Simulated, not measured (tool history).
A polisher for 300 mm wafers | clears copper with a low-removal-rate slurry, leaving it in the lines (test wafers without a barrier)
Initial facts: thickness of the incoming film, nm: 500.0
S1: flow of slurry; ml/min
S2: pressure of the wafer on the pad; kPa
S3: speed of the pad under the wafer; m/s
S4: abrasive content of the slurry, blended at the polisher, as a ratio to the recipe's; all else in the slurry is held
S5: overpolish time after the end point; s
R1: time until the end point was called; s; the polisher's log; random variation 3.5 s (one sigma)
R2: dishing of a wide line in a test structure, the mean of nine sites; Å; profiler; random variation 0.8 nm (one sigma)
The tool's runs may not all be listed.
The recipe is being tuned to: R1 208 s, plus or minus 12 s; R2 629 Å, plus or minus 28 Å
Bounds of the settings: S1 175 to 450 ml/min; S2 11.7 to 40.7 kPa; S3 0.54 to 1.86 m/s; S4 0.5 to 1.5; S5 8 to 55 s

run 1 day=0 | S1=290 S2=26.2 S3=1.18 S4=1 S5=28 | R1=109.07 R2=767.77
run 2 day=0.171 | S1=290 S2=24.1 S3=1.16 S4=1 S5=30 | R1=116.62 R2=758.56
run 3 day=0.242 | S1=290 S2=22.8 S3=1.12 S4=1 S5=32 | R1=125.45 R2=758.94
run 4 day=0.579 | S1=290 S2=21.4 S3=1.1 S4=1 S5=33 | R1=135.63 R2=759.06
run 5 day=0.892 | S1=290 S2=20 S3=1.08 S4=1 S5=33 | R1=138.92 R2=720.94
run 6 day=0.942 | S1=290 S2=20 S3=1.36 S4=1 S5=33 | R1=114.29 R2=829.96
run 7 day=1.225 | S1=290 S2=18.6 S3=1.3 S4=1 S5=34 | R1=126.19 R2=801.57
run 8 day=1.488 | S1=285 S2=11.7 S3=0.96 S4=0.95 S5=39 | R1=219.75 R2=580.27

Pick the move, out of 4, that brings all results within their allowed miss; only one does.
run A day=1.75 | S1=325 S2=14.5 S3=1 S4=0.95 S5=33 | R1=? R2=?
run B day=1.75 | S1=175 S2=11.7 S3=1.02 S4=0.85 S5=39 | R1=? R2=?
run C day=1.75 | S1=315 S2=13.8 S3=0.96 S4=0.7 S5=31 | R1=? R2=?
run D day=1.75 | S1=190 S2=11.7 S3=1.08 S4=1.05 S5=41 | R1=? R2=?

move=A R1=190.94 R2=580.47
move=B R1=224.14 R2=577.37
move=C R1=211.93 R2=508.34
move=D R1=205.35 R2=639.18
A: roughly where the last run was
B: further off than the last run
C: further off than the last run
D: every result lands within tolerance
The right move is D.
